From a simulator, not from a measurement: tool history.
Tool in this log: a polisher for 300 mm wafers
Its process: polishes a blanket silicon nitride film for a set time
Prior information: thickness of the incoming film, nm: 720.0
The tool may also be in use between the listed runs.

| run | day | flow of slurry (ml/min) | pressure of the wafer on the pad (psi) | speed of the pad under the wafer (cm/s) | polishing time (s) | film removed (nm) |
|---|---|---|---|---|---|---|
| 1 | 0.000 | 230 | 2.7 | 114 | 72 | 93.477 |
| 2 | 0.158 | 230 | 2.5 | 114 | 72 | 85.519 |
| 3 | 0.312 | 230 | 2.4 | 114 | 72 | 82.384 |
| 4 | 0.425 | 230 | 2.9 | 114 | 72 | 100.190 |
| 5 | 0.658 | 230 | 2.9 | 100 | 72 | 91.051 |
| 6 | 0.950 | 230 | 2.8 | 100 | 72 | 88.760 |

Predict the results of run 7:
| 7 | 1.258 | 230 | 2.7 | 100 | 72 | ? |

film removed (nm): 85.727
